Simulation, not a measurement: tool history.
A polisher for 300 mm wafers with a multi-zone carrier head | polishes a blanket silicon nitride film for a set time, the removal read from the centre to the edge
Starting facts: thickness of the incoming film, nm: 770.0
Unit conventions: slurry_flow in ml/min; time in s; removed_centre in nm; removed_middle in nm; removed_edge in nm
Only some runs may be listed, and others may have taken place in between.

{"run": 1, "hour": 0.0, "slurry_flow": 300, "centre_zone": 1, "middle_zone": 1, "edge_zone": 1, "time": 86, "removed_centre": 166.7, "removed_middle": 175.99, "removed_edge": 174.51}
{"run": 2, "hour": 8.7, "slurry_flow": 310, "centre_zone": 1.03, "middle_zone": 1.04, "edge_zone": 1.02, "time": 88, "removed_centre": 172.17, "removed_middle": 184.25, "removed_edge": 179.18}
{"run": 3, "hour": 16.0, "slurry_flow": 315, "centre_zone": 1.06, "middle_zone": 1.07, "edge_zone": 1.02, "time": 91, "removed_centre": 184.08, "removed_middle": 196.52, "removed_edge": 185.62}
{"run": 4, "hour": 20.5, "slurry_flow": 315, "centre_zone": 1.06, "middle_zone": 1.03, "edge_zone": 1.02, "time": 91, "removed_centre": 184.43, "removed_middle": 191.11, "removed_edge": 184.35}
{"run": 5, "hour": 28.0, "slurry_flow": 320, "centre_zone": 1.08, "middle_zone": 1.06, "edge_zone": 1.03, "time": 93, "removed_centre": 197.64, "removed_middle": 199.73, "removed_edge": 191.05}
{"run": 6, "hour": 36.6, "slurry_flow": 320, "centre_zone": 1.08, "middle_zone": 1.06, "edge_zone": 0.96, "time": 93, "removed_centre": 191.91, "removed_middle": 198.33, "removed_edge": 185.35}
{"run": 7, "hour": 40.3, "slurry_flow": 325, "centre_zone": 1.09, "middle_zone": 1.09, "edge_zone": 0.98, "time": 94, "removed_centre": 199.39, "removed_middle": 206.02, "removed_edge": 188.86}
{"run": 8, "hour": 46.6, "slurry_flow": 325, "centre_zone": 1.09, "middle_zone": 1.09, "edge_zone": 0.98, "time": 94, "removed_centre": 195.68, "removed_middle": 206.1, "removed_edge": 189.29}
{"run": 9, "hour": 52.8, "slurry_flow": 330, "centre_zone": 1.1, "middle_zone": 1.11, "edge_zone": 1, "time": 95, "removed_centre": 203.91, "removed_middle": 211.88, "removed_edge": 191.63}

What will run 10 give?
{"run": 10, "hour": 55.2, "slurry_flow": 335, "centre_zone": 1.1, "middle_zone": 1.12, "edge_zone": 1.02, "time": 96, "removed_centre": "?", "removed_middle": "?", "removed_edge": "?"}

removed_centre: 205.82 nm
removed_middle: 218.38 nm
removed_edge: 193.84 nm

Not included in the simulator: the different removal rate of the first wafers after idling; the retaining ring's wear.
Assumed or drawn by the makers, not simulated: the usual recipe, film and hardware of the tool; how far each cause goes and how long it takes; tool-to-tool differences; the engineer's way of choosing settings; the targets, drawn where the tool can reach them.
